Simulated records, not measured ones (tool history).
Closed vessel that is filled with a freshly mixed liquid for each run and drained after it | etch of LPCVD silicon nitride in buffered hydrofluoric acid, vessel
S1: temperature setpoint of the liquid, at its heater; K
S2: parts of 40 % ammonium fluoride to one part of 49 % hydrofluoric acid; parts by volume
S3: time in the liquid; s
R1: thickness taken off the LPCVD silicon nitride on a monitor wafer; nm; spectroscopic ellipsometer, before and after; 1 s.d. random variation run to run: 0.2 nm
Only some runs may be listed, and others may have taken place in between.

run,day,S1,S2,S3,R1
1,0,295.15,8,2995,54.766
2,0.267,295.15,6.5,2995,67.476
3,0.429,294.15,7,2995,60.001
4,0.529,293.15,7.5,2995,52.742
5,0.667,290.15,7.5,2995,44.451
6,0.767,290.15,8,2995,41.229
7,1.062,290.15,8.5,2995,38.556
8,1.142,290.15,9,2995,36.067

Run 9 comes next. What will it give?
9,1.417,290.15,10,2995,?

Run 9 gave R1 33.955 nm.

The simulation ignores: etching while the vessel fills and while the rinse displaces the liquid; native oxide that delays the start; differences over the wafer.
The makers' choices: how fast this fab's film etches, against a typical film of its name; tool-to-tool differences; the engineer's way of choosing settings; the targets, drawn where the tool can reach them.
